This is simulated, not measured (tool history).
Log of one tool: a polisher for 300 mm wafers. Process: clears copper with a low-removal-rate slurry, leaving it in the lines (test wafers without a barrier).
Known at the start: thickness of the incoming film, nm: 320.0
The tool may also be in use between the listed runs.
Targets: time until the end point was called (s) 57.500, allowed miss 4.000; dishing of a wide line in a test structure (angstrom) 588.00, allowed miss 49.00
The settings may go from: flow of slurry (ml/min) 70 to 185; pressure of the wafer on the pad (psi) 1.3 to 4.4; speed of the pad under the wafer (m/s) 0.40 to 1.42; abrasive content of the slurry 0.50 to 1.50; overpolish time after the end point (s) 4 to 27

run	hour	flow of slurry (ml/min)	pressure of the wafer on the pad (psi)	speed of the pad under the wafer (m/s)	abrasive content of the slurry	overpolish time after the end point (s)	time until the end point was called (s)	dishing of a wide line in a test structure (angstrom)
1	0.0	120	2.8	0.90	1.00	14	97.396	338.52
2	7.8	150	2.8	0.90	1.00	14	92.208	346.85
3	15.1	150	2.8	0.90	1.00	19	89.936	466.30
4	17.3	150	3.1	0.92	1.00	18	80.366	477.05
5	20.3	160	3.1	0.92	1.00	18	79.157	451.03
6	25.1	160	2.5	0.92	1.00	18	101.910	396.97
7	27.0	160	2.9	0.94	1.00	18	84.285	459.43
# hour 28.3: head pressure recalibrated
8	28.3	160	3.2	0.94	1.00	18	83.684	457.79
9	32.4	160	3.5	1.02	1.00	18	72.191	519.69
10	37.0	160	3.7	1.04	1.00	18	64.652	560.30
11	38.2	160	3.8	1.04	1.00	18	64.733	555.00
12	45.4	160	3.9	1.04	1.00	18	63.592	589.61

Which of these 4 next moves meets every target?
A	52.6	175	3.8	1.00	1.00	17	?	?
B	52.6	150	4.4	1.18	1.05	18	?	?
C	52.6	165	4.2	1.24	1.05	14	?	?
D	52.6	150	4.3	1.06	1.00	17	?	?

move	time until the end point was called (s)	dishing of a wide line in a test structure (angstrom)
A	65.650	546.98
B	49.284	701.62
C	48.334	596.56
D	56.407	614.43
A: further off than the last run
B: takes the result that was furthest off past its target
C: takes the result that was furthest off past its target
D: meets every target
Move D is the one to make.
